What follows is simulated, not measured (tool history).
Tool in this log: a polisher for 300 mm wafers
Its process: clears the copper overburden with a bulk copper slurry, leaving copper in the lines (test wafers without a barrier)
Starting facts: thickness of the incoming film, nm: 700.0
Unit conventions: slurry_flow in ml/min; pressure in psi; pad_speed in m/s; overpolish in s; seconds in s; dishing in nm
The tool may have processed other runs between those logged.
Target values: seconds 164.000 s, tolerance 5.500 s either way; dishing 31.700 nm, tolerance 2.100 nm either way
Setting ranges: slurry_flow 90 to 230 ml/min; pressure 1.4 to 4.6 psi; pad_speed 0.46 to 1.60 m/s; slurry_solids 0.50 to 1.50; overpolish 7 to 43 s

| run | hour | slurry_flow | pressure | pad_speed | slurry_solids | overpolish | seconds | dishing |
|---|---|---|---|---|---|---|---|---|
| 1 | 0.0 | 150 | 3.0 | 1.02 | 1.00 | 22 | 82.955 | 35.647 |
| 2 | 1.1 | 150 | 3.0 | 1.02 | 0.90 | 22 | 83.437 | 34.844 |
| 3 | 2.8 | 150 | 3.0 | 1.02 | 0.80 | 22 | 85.136 | 34.393 |
| 4 | 3.4 | 150 | 3.0 | 0.80 | 0.80 | 22 | 104.750 | 35.619 |
| 5 | 12.0 | 150 | 3.0 | 0.80 | 0.80 | 15 | 103.540 | 32.047 |
| 6 | 13.5 | 150 | 2.9 | 0.80 | 0.80 | 15 | 107.160 | 31.859 |
| 7 | 15.7 | 150 | 2.8 | 0.80 | 0.80 | 16 | 110.700 | 32.598 |
| 8 | 20.6 | 150 | 2.8 | 0.80 | 0.80 | 16 | 110.520 | 32.765 |
| 9 | 26.4 | 150 | 2.7 | 0.80 | 0.80 | 16 | 114.590 | 32.333 |
| 10 | 35.4 | 150 | 2.6 | 0.80 | 0.80 | 16 | 119.800 | 30.374 |
| 11 | 42.4 | 150 | 2.5 | 0.80 | 0.80 | 18 | 125.300 | 31.430 |
| 12 | 46.7 | 150 | 2.4 | 0.80 | 0.80 | 19 | 130.140 | 32.024 |
| 13 | 48.4 | 150 | 2.3 | 0.80 | 0.80 | 19 | 130.900 | 31.194 |
| 14 | 54.0 | 135 | 1.7 | 0.74 | 0.80 | 29 | 192.860 | 30.283 |
| 15 | 54.6 | 140 | 1.7 | 0.74 | 0.80 | 29 | 191.760 | 31.332 |
| 16 | 58.0 | 145 | 1.7 | 0.74 | 0.80 | 28 | 188.550 | 31.080 |
| 17 | 62.5 | 150 | 1.7 | 0.74 | 0.80 | 28 | 188.280 | 30.115 |

Which one of the following 5 next-run settings gets every result inside its allowed miss? There is exactly one.
| A | 67.0 | 135 | 1.7 | 0.64 | 0.85 | 30 | ? | ? |
| B | 67.0 | 150 | 1.4 | 0.76 | 0.75 | 26 | ? | ? |
| C | 67.0 | 195 | 1.6 | 1.04 | 0.65 | 20 | ? | ? |
| D | 67.0 | 125 | 1.9 | 0.46 | 0.80 | 24 | ? | ? |
| E | 67.0 | 140 | 1.9 | 0.78 | 0.85 | 27 | ? | ? |

| move | seconds | dishing |
|---|---|---|
| A | 209.910 | 29.929 |
| B | 223.750 | 27.732 |
| C | 153.150 | 29.087 |
| D | 240.470 | 27.225 |
| E | 163.030 | 31.219 |
A: its largest miss is bigger than the last run's
B: its largest miss is bigger than the last run's
C: moves the result that the last run missed by most past its target, out the other side
D: its largest miss is bigger than the last run's
E: every result within its allowed miss
So the answer is move E, the one that meets all the targets.
